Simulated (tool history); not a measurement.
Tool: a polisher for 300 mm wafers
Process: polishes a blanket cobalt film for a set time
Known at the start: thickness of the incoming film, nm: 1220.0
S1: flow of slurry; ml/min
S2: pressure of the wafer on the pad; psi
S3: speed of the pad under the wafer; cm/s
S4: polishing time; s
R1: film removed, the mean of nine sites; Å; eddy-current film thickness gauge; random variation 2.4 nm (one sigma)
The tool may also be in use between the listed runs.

run 1 hour=0 | S1=235 S2=2 S3=110 S4=79 | R1=4827.3
run 2 hour=4.3 | S1=235 S2=2 S3=90 S4=79 | R1=4227.4
run 3 hour=10.8 | S1=230 S2=1.9 S3=90 S4=79 | R1=3990.3
run 4 hour=15.1 | S1=230 S2=1.9 S3=90 S4=79 | R1=3994.4
run 5 hour=20.4 | S1=225 S2=1.8 S3=90 S4=79 | R1=3812.2
run 6 hour=21.2 | S1=225 S2=1.8 S3=90 S4=79 | R1=3787.5

Run 7 comes next. What will it give?
run 7 hour=27.8 | S1=220 S2=1.8 S3=90 S4=79 | R1=?

{"run 7": {"R1": 3754.1}}

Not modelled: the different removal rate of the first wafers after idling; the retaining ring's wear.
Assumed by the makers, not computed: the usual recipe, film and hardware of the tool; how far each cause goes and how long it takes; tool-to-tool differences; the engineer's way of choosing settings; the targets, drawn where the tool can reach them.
